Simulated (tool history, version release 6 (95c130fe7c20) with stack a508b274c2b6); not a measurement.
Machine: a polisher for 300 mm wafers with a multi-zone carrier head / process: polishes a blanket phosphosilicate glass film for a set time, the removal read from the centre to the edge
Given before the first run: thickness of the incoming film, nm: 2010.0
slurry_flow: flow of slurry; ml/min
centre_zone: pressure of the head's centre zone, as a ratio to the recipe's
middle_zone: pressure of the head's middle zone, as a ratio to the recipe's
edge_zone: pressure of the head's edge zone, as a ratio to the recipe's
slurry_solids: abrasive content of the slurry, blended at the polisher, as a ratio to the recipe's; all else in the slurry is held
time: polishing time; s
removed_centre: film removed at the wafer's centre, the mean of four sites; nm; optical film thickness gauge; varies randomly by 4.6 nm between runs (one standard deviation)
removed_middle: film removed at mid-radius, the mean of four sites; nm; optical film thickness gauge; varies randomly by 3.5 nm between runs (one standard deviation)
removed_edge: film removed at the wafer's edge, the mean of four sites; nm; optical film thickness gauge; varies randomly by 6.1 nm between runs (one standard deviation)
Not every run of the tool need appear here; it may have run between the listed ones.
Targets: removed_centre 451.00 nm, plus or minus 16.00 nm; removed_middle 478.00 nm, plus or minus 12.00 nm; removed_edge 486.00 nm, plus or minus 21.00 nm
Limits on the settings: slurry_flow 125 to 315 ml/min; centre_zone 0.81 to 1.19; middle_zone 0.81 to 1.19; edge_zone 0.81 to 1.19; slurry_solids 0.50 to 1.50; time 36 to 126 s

run 1 hour=0.0 | slurry_flow=205 centre_zone=1.00 middle_zone=1.00 edge_zone=1.00 slurry_solids=1.00 time=81 | removed_centre=679.60 removed_middle=675.31 removed_edge=707.56
run 2 hour=7.4 | slurry_flow=200 centre_zone=0.97 middle_zone=0.98 edge_zone=0.95 slurry_solids=0.85 time=79 | removed_centre=599.82 removed_middle=593.12 removed_edge=609.80
run 3 hour=9.5 | slurry_flow=185 centre_zone=0.92 middle_zone=0.96 edge_zone=0.91 slurry_solids=0.80 time=79 | removed_centre=530.47 removed_middle=562.81 removed_edge=582.83
run 4 hour=17.5 | slurry_flow=185 centre_zone=0.92 middle_zone=0.96 edge_zone=0.91 slurry_solids=0.80 time=62 | removed_centre=421.41 removed_middle=439.60 removed_edge=452.46
run 5 hour=21.5 | slurry_flow=185 centre_zone=0.92 middle_zone=0.91 edge_zone=0.91 slurry_solids=0.80 time=62 | removed_centre=411.62 removed_middle=421.66 removed_edge=452.78
run 6 hour=28.6 | slurry_flow=185 centre_zone=0.92 middle_zone=0.86 edge_zone=0.91 slurry_solids=0.80 time=62 | removed_centre=428.75 removed_middle=401.92 removed_edge=464.42
run 7 hour=31.5 | slurry_flow=210 centre_zone=0.92 middle_zone=0.90 edge_zone=0.92 slurry_solids=0.80 time=62 | removed_centre=440.06 removed_middle=424.30 removed_edge=464.74
run 8 hour=32.2 | slurry_flow=265 centre_zone=0.88 middle_zone=0.99 edge_zone=0.98 slurry_solids=0.85 time=62 | removed_centre=434.39 removed_middle=496.11 removed_edge=505.04

Consider the 4 candidate settings below. Which is the only one whose results all fall within their allowed miss of target?
run A hour=32.9 | slurry_flow=315 centre_zone=0.93 middle_zone=1.00 edge_zone=0.99 slurry_solids=0.70 time=65 | removed_centre=? removed_middle=? removed_edge=?
run B hour=32.9 | slurry_flow=310 centre_zone=0.87 middle_zone=0.98 edge_zone=1.01 slurry_solids=0.80 time=65 | removed_centre=? removed_middle=? removed_edge=?
run C hour=32.9 | slurry_flow=310 centre_zone=0.88 middle_zone=0.99 edge_zone=1.00 slurry_solids=0.75 time=68 | removed_centre=? removed_middle=? removed_edge=?
run D hour=32.9 | slurry_flow=315 centre_zone=0.91 middle_zone=1.15 edge_zone=0.99 slurry_solids=1.05 time=52 | removed_centre=? removed_middle=? removed_edge=?

move=A removed_centre=448.48 removed_middle=476.44 removed_edge=485.29
move=B removed_centre=449.69 removed_middle=502.63 removed_edge=525.14
move=C removed_centre=459.98 removed_middle=512.54 removed_edge=528.76
move=D removed_centre=430.60 removed_middle=526.30 removed_edge=474.81
A: all results land within tolerance of their targets
B: lands further from the targets than the last run did
C: lands further from the targets than the last run did
D: lands further from the targets than the last run did
Answer: A
